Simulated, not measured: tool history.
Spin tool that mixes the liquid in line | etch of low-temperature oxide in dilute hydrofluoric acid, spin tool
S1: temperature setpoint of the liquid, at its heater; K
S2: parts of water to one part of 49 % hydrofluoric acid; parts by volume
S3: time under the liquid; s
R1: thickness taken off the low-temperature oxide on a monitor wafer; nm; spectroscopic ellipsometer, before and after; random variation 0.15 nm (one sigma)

run	day	S1	S2	S3	R1
1	0.000	297.15	290	275	28.923
2	0.262	298.65	290	275	30.470
3	0.300	298.65	245	275	37.836
4	0.542	298.65	150	275	68.656
5	0.867	297.15	160	275	59.973
6	0.908	297.15	160	275	59.719

Run 7 comes next. What will it give?
7	0.933	293.15	210	275	?

Run 7 gave R1 37.205 nm.
